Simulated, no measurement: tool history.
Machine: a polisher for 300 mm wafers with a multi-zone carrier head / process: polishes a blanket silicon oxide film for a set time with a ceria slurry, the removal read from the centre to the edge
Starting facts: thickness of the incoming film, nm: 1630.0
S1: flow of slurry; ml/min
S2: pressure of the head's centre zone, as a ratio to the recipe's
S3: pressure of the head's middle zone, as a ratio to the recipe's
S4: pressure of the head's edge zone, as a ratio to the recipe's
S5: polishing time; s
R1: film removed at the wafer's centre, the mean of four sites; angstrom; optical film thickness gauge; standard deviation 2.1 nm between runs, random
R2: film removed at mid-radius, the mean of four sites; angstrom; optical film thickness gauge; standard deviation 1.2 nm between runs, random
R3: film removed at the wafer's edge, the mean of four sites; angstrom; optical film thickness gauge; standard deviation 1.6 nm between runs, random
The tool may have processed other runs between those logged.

run	hour	S1	S2	S3	S4	S5	R1	R2	R3
1	0	155	1	1	1	73	2448	2554.1	2518.9
2	1.1	150	0.98	0.99	0.97	67	2235.3	2301.8	2206.4
3	2.5	150	0.98	1.04	0.97	67	2143.7	2412	2259.1
4	6.5	140	0.95	1.02	0.96	63	2001.5	2189.8	2087.9
5	7.5	140	0.95	1.02	0.96	47	1486.5	1650.7	1570.6
6	11.9	170	0.95	1.02	0.96	47	1504.2	1700	1584.8
7	16.5	170	0.94	1.01	0.95	47	1492.9	1680.8	1576.9

What will run 8 give?
8	22	170	0.93	1	0.94	47	?	?	?

Logged for run 8: R1 1451.4 angstrom, R2 1671.7 angstrom, R3 1577.8 angstrom.
